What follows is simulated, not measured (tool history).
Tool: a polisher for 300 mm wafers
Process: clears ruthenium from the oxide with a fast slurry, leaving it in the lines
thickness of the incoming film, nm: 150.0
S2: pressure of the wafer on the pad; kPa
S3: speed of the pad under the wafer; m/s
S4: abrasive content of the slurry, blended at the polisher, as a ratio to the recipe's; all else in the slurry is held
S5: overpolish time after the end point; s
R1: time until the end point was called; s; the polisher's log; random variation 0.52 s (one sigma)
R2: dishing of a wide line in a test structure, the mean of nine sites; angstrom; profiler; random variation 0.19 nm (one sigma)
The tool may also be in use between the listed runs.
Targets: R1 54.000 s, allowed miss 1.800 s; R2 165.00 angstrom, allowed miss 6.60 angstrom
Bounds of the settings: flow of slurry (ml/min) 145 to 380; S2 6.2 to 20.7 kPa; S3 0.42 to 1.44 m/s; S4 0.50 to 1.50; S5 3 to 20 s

Run 1, day 0.000: flow of slurry (ml/min) 245, S2 13.1 kPa, S3 0.92 m/s, S4 1.00, S5 10 s. Result: R1 51.237 s, R2 229.07 angstrom.
Run 2, day 0.133: flow of slurry (ml/min) 245, S2 13.1 kPa, S3 0.74 m/s, S4 1.00, S5 10 s. Result: R1 64.329 s, R2 191.26 angstrom.
Run 3, day 0.229: flow of slurry (ml/min) 245, S2 10.3 kPa, S3 0.74 m/s, S4 1.00, S5 10 s. Result: R1 80.563 s, R2 157.13 angstrom.
Run 4, day 0.388: flow of slurry (ml/min) 245, S2 10.3 kPa, S3 0.74 m/s, S4 1.20, S5 10 s. Result: R1 73.063 s, R2 173.36 angstrom.
Run 5, day 0.567: flow of slurry (ml/min) 245, S2 10.3 kPa, S3 0.86 m/s, S4 1.20, S5 10 s. Result: R1 64.636 s, R2 196.41 angstrom.
Run 6, day 0.646: flow of slurry (ml/min) 250, S2 11.0 kPa, S3 0.86 m/s, S4 1.20, S5 9 s. Result: R1 60.199 s, R2 190.70 angstrom.
Run 7, day 0.679: flow of slurry (ml/min) 255, S2 11.7 kPa, S3 0.86 m/s, S4 1.20, S5 8 s. Result: R1 55.500 s, R2 180.36 angstrom.
Run 8, day 0.929: flow of slurry (ml/min) 260, S2 11.7 kPa, S3 0.86 m/s, S4 1.20, S5 8 s. Result: R1 56.132 s, R2 179.24 angstrom.
Run 9, day 0.975: flow of slurry (ml/min) 260, S2 11.7 kPa, S3 0.86 m/s, S4 1.20, S5 8 s. Result: R1 55.784 s, R2 181.77 angstrom.
Run 10, day 1.108: flow of slurry (ml/min) 265, S2 11.7 kPa, S3 0.86 m/s, S4 1.20, S5 8 s. Result: R1 55.370 s, R2 179.60 angstrom.
Run 11, day 1.479: flow of slurry (ml/min) 275, S2 11.7 kPa, S3 0.86 m/s, S4 1.20, S5 8 s. Result: R1 55.328 s, R2 178.71 angstrom.
Run 12, day 1.675: flow of slurry (ml/min) 285, S2 11.7 kPa, S3 0.86 m/s, S4 1.20, S5 8 s. Result: R1 55.977 s, R2 182.43 angstrom.

Which of these 5 next moves meets every target?
Run A, day 1.871: flow of slurry (ml/min) 235, S2 12.4 kPa, S3 0.86 m/s, S4 1.00, S5 10 s. Result: R1 ?, R2 ?.
Run B, day 1.871: flow of slurry (ml/min) 295, S2 10.3 kPa, S3 0.94 m/s, S4 1.15, S5 7 s. Result: R1 ?, R2 ?.
Run C, day 1.871: flow of slurry (ml/min) 290, S2 11.0 kPa, S3 0.90 m/s, S4 1.30, S5 6 s. Result: R1 ?, R2 ?.
Run D, day 1.871: flow of slurry (ml/min) 295, S2 11.7 kPa, S3 0.78 m/s, S4 1.30, S5 7 s. Result: R1 ?, R2 ?.
Run E, day 1.871: flow of slurry (ml/min) 230, S2 9.7 kPa, S3 1.16 m/s, S4 1.05, S5 7 s. Result: R1 ?, R2 ?.

move      R1      R2
   A  58.328  211.46
   B  58.289  154.52
   C  54.139  143.70
   D  58.557  153.89
   E  54.283  164.71
A: further off than the last run
B: takes the result that was furthest off past its target
C: takes the result that was furthest off past its target
D: takes the result that was furthest off past its target
E: meets every target
Move E is the one to make.
